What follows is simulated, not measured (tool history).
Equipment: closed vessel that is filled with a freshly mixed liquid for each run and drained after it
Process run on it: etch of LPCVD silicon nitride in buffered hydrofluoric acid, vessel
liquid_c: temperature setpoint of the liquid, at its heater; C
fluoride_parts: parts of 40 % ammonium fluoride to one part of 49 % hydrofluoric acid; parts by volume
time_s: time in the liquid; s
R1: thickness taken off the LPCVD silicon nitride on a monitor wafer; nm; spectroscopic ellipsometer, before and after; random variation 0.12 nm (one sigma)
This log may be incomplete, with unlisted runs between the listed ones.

{"run": 1, "hour": 0.0, "liquid_c": 23.0, "fluoride_parts": 7.0, "time_s": 2090, "R1": 42.536}
{"run": 2, "hour": 7.0, "liquid_c": 21.0, "fluoride_parts": 8.0, "time_s": 2090, "R1": 32.829}
{"run": 3, "hour": 9.1, "liquid_c": 23.5, "fluoride_parts": 8.0, "time_s": 2090, "R1": 37.773}
{"run": 4, "hour": 16.9, "liquid_c": 23.5, "fluoride_parts": 8.0, "time_s": 2090, "R1": 37.88}
{"run": 5, "hour": 25.0, "liquid_c": 21.5, "fluoride_parts": 8.5, "time_s": 2090, "R1": 31.552}
{"run": 6, "hour": 34.5, "liquid_c": 20.0, "fluoride_parts": 9.0, "time_s": 2090, "R1": 27.471}
{"run": 7, "hour": 38.2, "liquid_c": 19.0, "fluoride_parts": 9.0, "time_s": 2090, "R1": 26.024}
{"run": 8, "hour": 44.3, "liquid_c": 18.5, "fluoride_parts": 9.0, "time_s": 2090, "R1": 25.094}
{"run": 9, "hour": 53.8, "liquid_c": 18.5, "fluoride_parts": 9.0, "time_s": 2090, "R1": 25.123}
{"run": 10, "hour": 60.7, "liquid_c": 18.0, "fluoride_parts": 9.0, "time_s": 2090, "R1": 24.127}

For run 11, what comes out?
{"run": 11, "hour": 66.0, "liquid_c": 17.0, "fluoride_parts": 9.5, "time_s": 2090, "R1": "?"}

Run 11 yielded R1 22.349 nm.

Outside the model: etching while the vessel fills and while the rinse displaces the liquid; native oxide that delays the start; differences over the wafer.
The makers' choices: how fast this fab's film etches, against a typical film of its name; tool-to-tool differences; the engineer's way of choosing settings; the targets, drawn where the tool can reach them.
